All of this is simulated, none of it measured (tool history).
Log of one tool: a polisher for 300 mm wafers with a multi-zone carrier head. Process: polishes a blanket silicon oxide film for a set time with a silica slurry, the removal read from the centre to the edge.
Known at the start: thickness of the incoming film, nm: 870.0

run	hour	flow of slurry (ml/min)	pressure of the head's centre zone	pressure of the head's middle zone	pressure of the head's edge zone	abrasive content of the slurry	polishing time (s)	film removed at the wafer's centre (angstrom)	film removed at mid-radius (angstrom)	film removed at the wafer's edge (angstrom)
1	0	300	1	1	1	1	53	1170.5	1165.8	1183.5
2	3.9	280	1	0.98	0.97	0.9	48	996.19	979.55	959.92
3	7.1	280	1	0.92	0.97	0.9	48	992.6	944.33	943.12
4	15.4	275	1	0.9	0.98	0.85	44	870.87	825.89	873.22
5	21.9	275	1	0.84	0.98	0.85	44	856.53	768.39	881.8
6	25.1	270	1.01	0.84	0.96	0.8	41	797.33	681.2	779
7	32.6	265	1	0.85	0.93	0.75	39	713.25	631.35	684.89
8	37	260	0.99	0.84	0.91	0.7	39	677.07	587.29	663.82
9	38.1	260	0.99	0.85	0.89	0.65	38	628.43	551.07	592.52
10	45.4	260	0.99	0.85	0.88	0.6	38	582.53	531.43	559.66
11	48.1	260	1	0.85	0.87	0.6	38	598.89	521.68	563.8
12	56.8	260	1	0.86	0.86	0.6	38	598.39	526.82	560.62

The next listed run, before its measurement:
13	65	260	1	0.86	0.85	0.6	38	?	?	?

film removed at the wafer's centre (angstrom): 594.11
film removed at mid-radius (angstrom): 521.76
film removed at the wafer's edge (angstrom): 549.52
